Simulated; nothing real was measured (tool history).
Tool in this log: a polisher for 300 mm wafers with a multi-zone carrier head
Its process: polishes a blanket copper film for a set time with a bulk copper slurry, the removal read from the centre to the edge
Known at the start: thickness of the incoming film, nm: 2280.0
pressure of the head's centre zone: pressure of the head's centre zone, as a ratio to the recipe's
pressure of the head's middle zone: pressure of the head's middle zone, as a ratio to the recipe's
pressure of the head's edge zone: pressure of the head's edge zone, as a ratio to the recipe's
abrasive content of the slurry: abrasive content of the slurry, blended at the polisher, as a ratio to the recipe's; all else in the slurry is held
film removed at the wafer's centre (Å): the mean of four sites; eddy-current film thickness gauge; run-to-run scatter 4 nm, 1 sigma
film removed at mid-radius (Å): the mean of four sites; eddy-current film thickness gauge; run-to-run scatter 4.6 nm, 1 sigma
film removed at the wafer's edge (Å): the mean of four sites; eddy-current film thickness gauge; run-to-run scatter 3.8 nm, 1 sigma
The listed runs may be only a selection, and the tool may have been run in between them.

| run | hour | flow of slurry (ml/min) | pressure of the head's centre zone | pressure of the head's middle zone | pressure of the head's edge zone | abrasive content of the slurry | polishing time (s) | film removed at the wafer's centre (Å) | film removed at mid-radius (Å) | film removed at the wafer's edge (Å) |
|---|---|---|---|---|---|---|---|---|---|---|
| 1 | 0 | 245 | 1 | 1 | 1 | 1 | 63 | 7095.8 | 7326.7 | 7180.6 |
| 2 | 3.1 | 245 | 1 | 1 | 0.98 | 0.95 | 62 | 6892.5 | 7192 | 6805.8 |
| 3 | 7.6 | 240 | 1 | 0.98 | 0.96 | 0.9 | 62 | 6863.6 | 6820.3 | 6761.9 |
| 4 | 12.5 | 240 | 1 | 0.99 | 0.94 | 0.85 | 61 | 6557.1 | 6745.4 | 6503.1 |
| 5 | 14 | 240 | 1.01 | 0.99 | 0.92 | 0.8 | 60 | 6452.1 | 6548.5 | 6186.8 |
| 6 | 16.6 | 235 | 1.01 | 0.99 | 0.91 | 0.75 | 60 | 6337.8 | 6413.4 | 5955.2 |
| 7 | 22.8 | 225 | 1.01 | 0.98 | 0.9 | 0.75 | 60 | 6245 | 6345 | 6058.7 |
| 8 | 26.4 | 290 | 1.04 | 0.98 | 0.86 | 0.5 | 54 | 5453.6 | 5263 | 4816.4 |

What will run 9 give?
| 9 | 31.6 | 290 | 1.04 | 0.99 | 0.88 | 0.5 | 54 | ? | ? | ? |

Run 9 measured film removed at the wafer's centre (Å) 5444.5, film removed at mid-radius (Å) 5312.3, film removed at the wafer's edge (Å) 4903.4.

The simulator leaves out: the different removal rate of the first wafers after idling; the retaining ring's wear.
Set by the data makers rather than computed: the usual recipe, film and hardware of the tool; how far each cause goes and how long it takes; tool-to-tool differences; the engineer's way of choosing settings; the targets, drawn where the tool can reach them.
